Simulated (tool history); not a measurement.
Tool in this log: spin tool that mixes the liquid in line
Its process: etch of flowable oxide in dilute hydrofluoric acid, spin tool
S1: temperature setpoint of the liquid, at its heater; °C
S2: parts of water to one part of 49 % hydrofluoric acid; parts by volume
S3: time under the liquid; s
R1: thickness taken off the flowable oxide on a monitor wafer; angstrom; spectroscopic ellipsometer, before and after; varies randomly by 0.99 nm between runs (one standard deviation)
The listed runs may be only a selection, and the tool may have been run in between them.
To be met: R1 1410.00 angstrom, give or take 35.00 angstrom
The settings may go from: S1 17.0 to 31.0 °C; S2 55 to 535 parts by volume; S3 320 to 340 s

Run 1, hour 0.0: S1 23.0 °C, S2 295 parts by volume, S3 320 s. Result: R1 402.98 angstrom.
Run 2, hour 8.3: S1 23.0 °C, S2 295 parts by volume, S3 340 s. Result: R1 425.23 angstrom.
Run 3, hour 16.1: S1 23.0 °C, S2 295 parts by volume, S3 340 s. Result: R1 427.22 angstrom.
Run 4, hour 18.3: S1 23.0 °C, S2 250 parts by volume, S3 340 s. Result: R1 521.32 angstrom.
Run 5, hour 23.3: S1 23.0 °C, S2 160 parts by volume, S3 340 s. Result: R1 900.22 angstrom.
Run 6, hour 24.8: S1 25.0 °C, S2 150 parts by volume, S3 340 s. Result: R1 1045.50 angstrom.
Run 7, hour 28.0: S1 26.5 °C, S2 150 parts by volume, S3 340 s. Result: R1 1105.20 angstrom.
Run 8, hour 30.9: S1 27.5 °C, S2 150 parts by volume, S3 340 s. Result: R1 1145.00 angstrom.
Run 9, hour 32.8: S1 28.5 °C, S2 145 parts by volume, S3 340 s. Result: R1 1239.50 angstrom.
Run 10, hour 39.9: S1 29.0 °C, S2 145 parts by volume, S3 340 s. Result: R1 1254.30 angstrom.
Run 11, hour 47.3: S1 29.5 °C, S2 145 parts by volume, S3 340 s. Result: R1 1282.60 angstrom.
Run 12, hour 56.2: S1 30.0 °C, S2 145 parts by volume, S3 340 s. Result: R1 1318.50 angstrom.

Which single option among these 5 for the next run brings every result within its allowed miss of target? Just one does.
Run A, hour 65.1: S1 30.5 °C, S2 160 parts by volume, S3 340 s. Result: R1 ?.
Run B, hour 65.1: S1 30.5 °C, S2 145 parts by volume, S3 320 s. Result: R1 ?.
Run C, hour 65.1: S1 31.0 °C, S2 165 parts by volume, S3 340 s. Result: R1 ?.
Run D, hour 65.1: S1 27.0 °C, S2 125 parts by volume, S3 340 s. Result: R1 ?.
Run E, hour 65.1: S1 29.5 °C, S2 155 parts by volume, S3 340 s. Result: R1 ?.

move       R1
   A  1193.40
   B  1264.20
   C  1170.20
   D  1405.70
   E  1196.40
A: its largest miss is bigger than the last run's
B: its largest miss is bigger than the last run's
C: its largest miss is bigger than the last run's
D: meets every target
E: its largest miss is bigger than the last run's
Go with D: it meets all targets.
